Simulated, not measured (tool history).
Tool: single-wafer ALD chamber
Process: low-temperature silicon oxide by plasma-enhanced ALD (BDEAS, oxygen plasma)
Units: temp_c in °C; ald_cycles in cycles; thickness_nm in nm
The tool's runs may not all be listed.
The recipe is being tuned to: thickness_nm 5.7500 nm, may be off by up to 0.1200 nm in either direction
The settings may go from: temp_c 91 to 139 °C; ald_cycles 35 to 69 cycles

{"run": 1, "day": 0.0, "temp_c": 115, "ald_cycles": 52, "thickness_nm": 7.006}
{"run": 2, "day": 0.225, "temp_c": 120, "ald_cycles": 52, "thickness_nm": 6.9844}
{"run": 3, "day": 0.512, "temp_c": 120, "ald_cycles": 50, "thickness_nm": 6.6863}
{"run": 4, "day": 0.692, "temp_c": 120, "ald_cycles": 49, "thickness_nm": 6.5818}
{"run": 5, "day": 1.054, "temp_c": 126, "ald_cycles": 49, "thickness_nm": 6.5343}
{"run": 6, "day": 1.358, "temp_c": 126, "ald_cycles": 48, "thickness_nm": 6.4}
{"run": 7, "day": 1.625, "temp_c": 126, "ald_cycles": 48, "thickness_nm": 6.4198}
{"run": 8, "day": 1.662, "temp_c": 126, "ald_cycles": 47, "thickness_nm": 6.2177}

Below are 4 possible settings for the next run. Only one of them brings all results inside the allowed miss of their targets. Which is it?
{"run": "A", "day": 1.7, "temp_c": 139, "ald_cycles": 44, "thickness_nm": "?"}
{"run": "B", "day": 1.7, "temp_c": 133, "ald_cycles": 41, "thickness_nm": "?"}
{"run": "C", "day": 1.7, "temp_c": 130, "ald_cycles": 50, "thickness_nm": "?"}
{"run": "D", "day": 1.7, "temp_c": 133, "ald_cycles": 49, "thickness_nm": "?"}

move=A thickness_nm=5.7104
move=B thickness_nm=5.3807
move=C thickness_nm=6.5981
move=D thickness_nm=6.4305
A: hits every target within its allowed miss
B: pushes the last run's worst result past its target
C: misses by more than the last run did
D: misses by more than the last run did
The move that meets every target is A.

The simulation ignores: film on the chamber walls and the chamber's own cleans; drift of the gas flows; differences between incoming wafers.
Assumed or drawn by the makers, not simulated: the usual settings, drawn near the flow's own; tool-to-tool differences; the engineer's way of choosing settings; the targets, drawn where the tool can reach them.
